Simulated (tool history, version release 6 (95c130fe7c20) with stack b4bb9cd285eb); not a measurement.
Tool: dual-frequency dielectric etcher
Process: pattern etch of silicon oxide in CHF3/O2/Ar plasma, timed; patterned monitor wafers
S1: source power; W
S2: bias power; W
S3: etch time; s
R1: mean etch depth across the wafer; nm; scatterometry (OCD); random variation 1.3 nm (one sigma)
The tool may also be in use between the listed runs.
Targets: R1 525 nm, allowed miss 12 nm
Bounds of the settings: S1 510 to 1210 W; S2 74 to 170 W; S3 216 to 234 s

run    day    S1   S2   S3      R1
  1      0   860  122  234  454.13
  2  0.158   860  112  234  439.54
  3  0.246   860  121  234  453.57
  4  0.479   920  123  234  467.57
  5  0.712   920  123  234  468.92
  6  0.862   960  124  234  477.98
  7  0.979  1000  125  234  485.88
  8  1.012  1030  126  234  492.74
  9   1.05  1060  127  234  501.16
 10  1.162  1080  128  234  506.13
 11    1.2  1100  129  234  511.59
 12  1.321  1110  129  234  511.87

Which of these 5 next moves meets every target?
  A  1.442  1180  129  222   ?
  B  1.442  1200  127  223   ?
  C  1.442  1170  129  234   ?
  D  1.442  1200  130  216   ?
  E  1.442  1140  135  222   ?

move      R1
   A  495.24
   B  497.59
   C  520.34
   D  486.38
   E  497.65
A: further off than the last run
B: further off than the last run
C: meets every target
D: further off than the last run
E: further off than the last run
The right move is C.

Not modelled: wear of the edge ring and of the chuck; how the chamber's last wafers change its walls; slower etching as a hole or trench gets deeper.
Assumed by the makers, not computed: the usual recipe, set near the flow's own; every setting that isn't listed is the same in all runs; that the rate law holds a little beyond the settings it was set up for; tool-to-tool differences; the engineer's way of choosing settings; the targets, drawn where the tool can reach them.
